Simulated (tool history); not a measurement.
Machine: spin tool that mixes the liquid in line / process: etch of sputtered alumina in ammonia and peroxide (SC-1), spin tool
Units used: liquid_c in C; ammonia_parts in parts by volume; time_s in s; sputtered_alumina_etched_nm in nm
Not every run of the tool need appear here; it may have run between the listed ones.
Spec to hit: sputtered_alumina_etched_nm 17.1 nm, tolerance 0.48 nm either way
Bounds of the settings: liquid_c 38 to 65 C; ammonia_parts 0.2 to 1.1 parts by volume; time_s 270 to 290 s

{"run": 1, "day": 0.0, "liquid_c": 49, "ammonia_parts": 0.6, "time_s": 270, "sputtered_alumina_etched_nm": 14.439}
{"run": 2, "day": 0.362, "liquid_c": 49, "ammonia_parts": 0.5, "time_s": 270, "sputtered_alumina_etched_nm": 14.103}
{"run": 3, "day": 0.521, "liquid_c": 49.5, "ammonia_parts": 0.5, "time_s": 270, "sputtered_alumina_etched_nm": 14.57}
{"run": 4, "day": 0.55, "liquid_c": 50, "ammonia_parts": 0.5, "time_s": 270, "sputtered_alumina_etched_nm": 14.988}
{"run": 5, "day": 0.712, "liquid_c": 43, "ammonia_parts": 0.5, "time_s": 270, "sputtered_alumina_etched_nm": 10.085}
{"run": 6, "day": 0.95, "liquid_c": 43, "ammonia_parts": 0.6, "time_s": 270, "sputtered_alumina_etched_nm": 10.257}
{"run": 7, "day": 1.129, "liquid_c": 44, "ammonia_parts": 0.6, "time_s": 270, "sputtered_alumina_etched_nm": 10.88}
{"run": 8, "day": 1.462, "liquid_c": 44, "ammonia_parts": 0.6, "time_s": 270, "sputtered_alumina_etched_nm": 10.859}

Consider the 5 candidate settings below. Which is the only one whose results all fall within their allowed miss of target?
{"run": "A", "day": 1.796, "liquid_c": 53, "ammonia_parts": 0.7, "time_s": 290, "sputtered_alumina_etched_nm": "?"}
{"run": "B", "day": 1.796, "liquid_c": 46, "ammonia_parts": 0.5, "time_s": 280, "sputtered_alumina_etched_nm": "?"}
{"run": "C", "day": 1.796, "liquid_c": 52, "ammonia_parts": 0.65, "time_s": 290, "sputtered_alumina_etched_nm": "?"}
{"run": "D", "day": 1.796, "liquid_c": 50.5, "ammonia_parts": 0.65, "time_s": 290, "sputtered_alumina_etched_nm": "?"}
{"run": "E", "day": 1.796, "liquid_c": 52, "ammonia_parts": 0.6, "time_s": 290, "sputtered_alumina_etched_nm": "?"}

move=A sputtered_alumina_etched_nm=19.593
move=B sputtered_alumina_etched_nm=12.449
move=C sputtered_alumina_etched_nm=18.432
move=D sputtered_alumina_etched_nm=16.984
move=E sputtered_alumina_etched_nm=18.292
A: the result that was furthest off in the last run now lies on the other side of its target
B: closes in on the targets versus the last run, not all within tolerance yet
C: the result that was furthest off in the last run now lies on the other side of its target
D: all results land within tolerance of their targets
E: the result that was furthest off in the last run now lies on the other side of its target
D is the move that brings every result within its allowed miss.
